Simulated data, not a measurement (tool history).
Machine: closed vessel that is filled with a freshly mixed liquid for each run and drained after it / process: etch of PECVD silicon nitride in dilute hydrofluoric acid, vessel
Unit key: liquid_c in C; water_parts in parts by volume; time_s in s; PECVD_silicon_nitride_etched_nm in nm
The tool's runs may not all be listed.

| run | hour | liquid_c | water_parts | time_s | PECVD_silicon_nitride_etched_nm |
|---|---|---|---|---|---|
| 1 | 0 | 21 | 55 | 1170 | 31.642 |
| 2 | 2.6 | 22 | 55 | 1170 | 33.913 |
| 3 | 7.8 | 23 | 55 | 1170 | 36.031 |
| 4 | 13.2 | 23 | 75 | 1170 | 26.596 |
| 5 | 16.3 | 24 | 75 | 1170 | 28.5 |
| 6 | 25.4 | 26.5 | 75 | 1170 | 33.385 |
| 7 | 30 | 27 | 70 | 1170 | 37.032 |
| 8 | 39.2 | 27.5 | 70 | 1170 | 38.045 |

Forecast run 9:
| 9 | 45.5 | 27.5 | 70 | 1170 | ? |

Logged for run 9: PECVD_silicon_nitride_etched_nm 38.24 nm.
